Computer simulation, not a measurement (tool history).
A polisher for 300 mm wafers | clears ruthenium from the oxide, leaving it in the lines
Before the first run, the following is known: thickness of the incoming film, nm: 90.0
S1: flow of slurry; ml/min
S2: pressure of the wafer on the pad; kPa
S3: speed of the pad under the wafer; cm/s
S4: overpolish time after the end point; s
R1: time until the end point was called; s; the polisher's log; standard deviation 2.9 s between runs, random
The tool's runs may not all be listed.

run 1 hour=0 | S1=305 S2=9.7 S3=88 S4=8 | R1=172.43
run 2 hour=1.4 | S1=380 S2=9.7 S3=88 S4=8 | R1=166.16
run 3 hour=9.8 | S1=380 S2=9.7 S3=108 S4=8 | R1=139.07
run 4 hour=12 | S1=380 S2=11 S3=108 S4=8 | R1=125.76
run 5 hour=18.6 | S1=380 S2=11.7 S3=108 S4=8 | R1=117.31
run 6 hour=22.8 | S1=380 S2=11.7 S3=108 S4=8 | R1=119.58
run 7 hour=29.5 | S1=380 S2=9.7 S3=106 S4=8 | R1=144.11
-- hour=34.8 slurry nozzle cleaned
run 8 hour=34.8 | S1=380 S2=8.3 S3=104 S4=8 | R1=158.52
run 9 hour=35.7 | S1=380 S2=6.9 S3=102 S4=8 | R1=186.53

Run 10 is up next; what results do you expect?
run 10 hour=42.4 | S1=380 S2=6.2 S3=102 S4=8 | R1=?

R1: 195.05 s
